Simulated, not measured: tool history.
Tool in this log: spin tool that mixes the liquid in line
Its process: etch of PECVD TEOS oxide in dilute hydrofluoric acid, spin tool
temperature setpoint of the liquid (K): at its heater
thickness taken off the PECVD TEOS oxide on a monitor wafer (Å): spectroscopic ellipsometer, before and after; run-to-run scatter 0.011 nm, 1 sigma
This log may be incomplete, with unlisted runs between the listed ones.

run,hour,temperature setpoint of the liquid (K),parts of water to one part of 49 % hydrofluoric acid (parts by volume),time under the liquid (s),thickness taken off the PECVD TEOS oxide on a monitor wafer (Å)
1,0,294.15,295,85,26.676
2,8.6,294.15,190,85,45.556
3,9.3,293.15,250,85,31.539
4,17.3,292.15,285,85,26.098
5,24.7,292.15,325,85,21.667
6,30.7,290.15,325,85,20.385
7,37.1,290.15,345,85,18.924
8,38.9,290.15,360,85,17.659
9,40.1,290.15,370,85,17.385

Run 10, settings as shown, results not yet in. Your forecast:
10,47,290.15,380,85,?

thickness taken off the PECVD TEOS oxide on a monitor wafer (Å): 16.71
